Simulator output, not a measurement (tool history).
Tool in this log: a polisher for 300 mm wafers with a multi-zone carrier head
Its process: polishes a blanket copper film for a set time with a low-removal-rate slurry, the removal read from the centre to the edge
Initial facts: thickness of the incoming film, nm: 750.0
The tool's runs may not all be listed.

run  hour  flow of slurry (ml/min)  pressure of the head's centre zone  pressure of the head's middle zone  pressure of the head's edge zone  abrasive content of the slurry  polishing time (s)  film removed at the wafer's centre (angstrom)  film removed at mid-radius (angstrom)  film removed at the wafer's edge (angstrom)
  1     0                      255                                   1                                   1                                 1                               1                  32                                         808.87                                 826.47                                       805.41
  2   4.6                      195                                   1                                   1                                 1                               1                  32                                         793.05                                 803.73                                       783.27
  3   7.1                      210                                0.99                                   1                              1.03                             1.1                  33                                          863.3                                 871.04                                       853.74
  4   8.3                      210                                0.99                                   1                              0.95                             1.1                  33                                         830.47                                 853.98                                       815.66
  5  15.2                      210                                0.94                                   1                              0.95                             1.1                  33                                         783.22                                  850.8                                        824.3
  6    20                      210                                0.94                                   1                              0.99                             1.1                  33                                         817.69                                 863.12                                       824.09
  7  24.5                      240                                0.92                                0.97                              0.96                            1.15                  34                                         811.64                                 886.65                                        865.1
  8  26.3                      250                                 0.9                                0.96                              0.99                             1.2                  35                                         826.37                                 928.28                                       903.02

Run 9 is up next; what results do you expect?
  9  28.6                      180                                0.88                                0.87                              1.09                            1.45                  44                                              ?                                      ?                                            ?

film removed at the wafer's centre (angstrom): 1061.2
film removed at mid-radius (angstrom): 1133.4
film removed at the wafer's edge (angstrom): 1244.7

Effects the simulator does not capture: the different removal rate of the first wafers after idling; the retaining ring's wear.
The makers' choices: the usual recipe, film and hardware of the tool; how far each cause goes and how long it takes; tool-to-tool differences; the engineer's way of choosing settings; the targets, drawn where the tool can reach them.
